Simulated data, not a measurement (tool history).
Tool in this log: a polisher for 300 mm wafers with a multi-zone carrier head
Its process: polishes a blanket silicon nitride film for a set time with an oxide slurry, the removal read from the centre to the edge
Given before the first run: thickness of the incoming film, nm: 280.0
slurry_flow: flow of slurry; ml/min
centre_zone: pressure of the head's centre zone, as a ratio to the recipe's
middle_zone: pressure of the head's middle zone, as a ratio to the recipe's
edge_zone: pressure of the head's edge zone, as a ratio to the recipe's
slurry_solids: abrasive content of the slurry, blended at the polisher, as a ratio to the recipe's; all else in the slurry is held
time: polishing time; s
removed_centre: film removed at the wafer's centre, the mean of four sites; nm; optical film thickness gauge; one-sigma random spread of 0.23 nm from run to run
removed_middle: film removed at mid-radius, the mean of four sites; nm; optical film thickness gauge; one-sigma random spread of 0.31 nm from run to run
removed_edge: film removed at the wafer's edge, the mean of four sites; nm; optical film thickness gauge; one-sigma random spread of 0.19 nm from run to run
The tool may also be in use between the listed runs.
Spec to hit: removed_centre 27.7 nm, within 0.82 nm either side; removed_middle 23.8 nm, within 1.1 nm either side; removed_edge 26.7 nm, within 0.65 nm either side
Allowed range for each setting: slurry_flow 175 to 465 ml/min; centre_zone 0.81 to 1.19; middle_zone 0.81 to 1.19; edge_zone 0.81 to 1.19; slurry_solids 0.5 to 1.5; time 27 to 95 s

{"run": 1, "hour": 0.0, "slurry_flow": 295, "centre_zone": 1, "middle_zone": 1, "edge_zone": 1, "slurry_solids": 1, "time": 61, "removed_centre": 34.466, "removed_middle": 33.934, "removed_edge": 34.867}
{"run": 2, "hour": 7.9, "slurry_flow": 290, "centre_zone": 1, "middle_zone": 0.97, "edge_zone": 0.97, "slurry_solids": 0.9, "time": 61, "removed_centre": 31.877, "removed_middle": 32.235, "removed_edge": 32.159}
{"run": 3, "hour": 13.6, "slurry_flow": 290, "centre_zone": 1.02, "middle_zone": 0.94, "edge_zone": 0.98, "slurry_solids": 0.85, "time": 60, "removed_centre": 30.731, "removed_middle": 28.724, "removed_edge": 30.757}
{"run": 4, "hour": 17.6, "slurry_flow": 290, "centre_zone": 0.98, "middle_zone": 0.94, "edge_zone": 0.98, "slurry_solids": 0.85, "time": 60, "removed_centre": 29.388, "removed_middle": 29.327, "removed_edge": 30.73}
{"run": 5, "hour": 21.0, "slurry_flow": 285, "centre_zone": 0.99, "middle_zone": 0.92, "edge_zone": 0.96, "slurry_solids": 0.85, "time": 60, "removed_centre": 30.427, "removed_middle": 28.626, "removed_edge": 29.891}
{"run": 6, "hour": 23.8, "slurry_flow": 285, "centre_zone": 0.93, "middle_zone": 0.92, "edge_zone": 0.96, "slurry_solids": 0.85, "time": 60, "removed_centre": 28.595, "removed_middle": 28.813, "removed_edge": 29.866}
{"run": 7, "hour": 30.1, "slurry_flow": 280, "centre_zone": 0.94, "middle_zone": 0.9, "edge_zone": 0.95, "slurry_solids": 0.85, "time": 60, "removed_centre": 28.924, "removed_middle": 28.341, "removed_edge": 30.029}
{"run": 8, "hour": 34.0, "slurry_flow": 280, "centre_zone": 0.94, "middle_zone": 0.9, "edge_zone": 0.95, "slurry_solids": 0.85, "time": 60, "removed_centre": 28.73, "removed_middle": 28.359, "removed_edge": 29.906}
{"run": 9, "hour": 37.3, "slurry_flow": 275, "centre_zone": 0.95, "middle_zone": 0.88, "edge_zone": 0.94, "slurry_solids": 0.85, "time": 60, "removed_centre": 29.381, "removed_middle": 27.243, "removed_edge": 29.563}
{"run": 10, "hour": 41.0, "slurry_flow": 270, "centre_zone": 0.95, "middle_zone": 0.87, "edge_zone": 0.93, "slurry_solids": 0.85, "time": 60, "removed_centre": 28.874, "removed_middle": 27.765, "removed_edge": 29.477}
{"run": 11, "hour": 44.5, "slurry_flow": 275, "centre_zone": 0.96, "middle_zone": 0.86, "edge_zone": 0.93, "slurry_solids": 0.8, "time": 60, "removed_centre": 28.159, "removed_middle": 25.328, "removed_edge": 28.498}
{"run": 12, "hour": 53.4, "slurry_flow": 275, "centre_zone": 0.96, "middle_zone": 0.85, "edge_zone": 0.91, "slurry_solids": 0.8, "time": 60, "removed_centre": 28.034, "removed_middle": 26.606, "removed_edge": 28.033}
{"run": 13, "hour": 54.6, "slurry_flow": 270, "centre_zone": 0.97, "middle_zone": 0.84, "edge_zone": 0.91, "slurry_solids": 0.8, "time": 60, "removed_centre": 28.457, "removed_middle": 25.858, "removed_edge": 28.171}
{"run": 14, "hour": 55.9, "slurry_flow": 270, "centre_zone": 0.98, "middle_zone": 0.83, "edge_zone": 0.91, "slurry_solids": 0.8, "time": 60, "removed_centre": 28.665, "removed_middle": 25.614, "removed_edge": 28.021}
{"hour": 61.5, "done": "edge zone pressure recalibrated"}
{"run": 15, "hour": 61.5, "slurry_flow": 265, "centre_zone": 0.98, "middle_zone": 0.83, "edge_zone": 0.91, "slurry_solids": 0.8, "time": 60, "removed_centre": 28.086, "removed_middle": 25.83, "removed_edge": 26.977}
{"run": 16, "hour": 63.8, "slurry_flow": 270, "centre_zone": 0.99, "middle_zone": 0.83, "edge_zone": 0.92, "slurry_solids": 0.8, "time": 60, "removed_centre": 28.128, "removed_middle": 25.712, "removed_edge": 27.129}
{"run": 17, "hour": 65.8, "slurry_flow": 240, "centre_zone": 1.04, "middle_zone": 0.81, "edge_zone": 0.99, "slurry_solids": 0.7, "time": 60, "removed_centre": 25.991, "removed_middle": 22.633, "removed_edge": 24.815}
{"run": 18, "hour": 71.1, "slurry_flow": 255, "centre_zone": 1.04, "middle_zone": 0.81, "edge_zone": 0.99, "slurry_solids": 0.7, "time": 60, "removed_centre": 25.982, "removed_middle": 22.868, "removed_edge": 24.991}

Pick the move, out of 5, that brings all results within their allowed miss; only one does.
{"run": "A", "hour": 76.4, "slurry_flow": 190, "centre_zone": 0.89, "middle_zone": 0.92, "edge_zone": 0.98, "slurry_solids": 0.6, "time": 73, "removed_centre": "?", "removed_middle": "?", "removed_edge": "?"}
{"run": "B", "hour": 76.4, "slurry_flow": 225, "centre_zone": 1.04, "middle_zone": 0.82, "edge_zone": 0.98, "slurry_solids": 0.65, "time": 69, "removed_centre": "?", "removed_middle": "?", "removed_edge": "?"}
{"run": "C", "hour": 76.4, "slurry_flow": 265, "centre_zone": 0.96, "middle_zone": 0.98, "edge_zone": 1.01, "slurry_solids": 0.6, "time": 65, "removed_centre": "?", "removed_middle": "?", "removed_edge": "?"}
{"run": "D", "hour": 76.4, "slurry_flow": 230, "centre_zone": 0.89, "middle_zone": 0.82, "edge_zone": 1.02, "slurry_solids": 0.7, "time": 61, "removed_centre": "?", "removed_middle": "?", "removed_edge": "?"}
{"run": "E", "hour": 76.4, "slurry_flow": 195, "centre_zone": 1.04, "middle_zone": 1.02, "edge_zone": 0.96, "slurry_solids": 0.7, "time": 56, "removed_centre": "?", "removed_middle": "?", "removed_edge": "?"}

move=A removed_centre=24.025 removed_middle=24.848 removed_edge=25.577
move=B removed_centre=27.867 removed_middle=24.12 removed_edge=26.646
move=C removed_centre=23.236 removed_middle=23.742 removed_edge=23.607
move=D removed_centre=23.905 removed_middle=22.948 removed_edge=25.82
move=E removed_centre=23.956 removed_middle=23.888 removed_edge=22.719
A: further off than the last run
B: every result lands within tolerance
C: further off than the last run
D: further off than the last run
E: further off than the last run
B is the move that brings every result within its allowed miss.
